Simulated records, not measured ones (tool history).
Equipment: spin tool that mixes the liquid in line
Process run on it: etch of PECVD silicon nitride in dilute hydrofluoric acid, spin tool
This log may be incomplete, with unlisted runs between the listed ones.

run,hour,temperature setpoint of the liquid (C),parts of water to one part of 49 % hydrofluoric acid (parts by volume),time under the liquid (s),thickness taken off the PECVD silicon nitride on a monitor wafer (angstrom)
1,0,22,265,45,2.391
2,2.8,23.5,225,45,3.0637
3,10.5,24.5,195,45,3.826
4,14.2,25.5,170,45,4.6358
5,21.8,26,150,45,5.4841
6,22.9,26.5,140,45,5.7904
7,24.8,27,130,45,6.7386
8,26.1,27.5,125,45,7.251
9,29.4,28,125,45,7.2447
10,37,30,60,45,17.52
11,43.9,29,60,45,16.093
12,48.9,28,65,45,13.867

For run 13, what comes out?
13,52.7,27.5,70,45,?

thickness taken off the PECVD silicon nitride on a monitor wafer (angstrom): 12.924
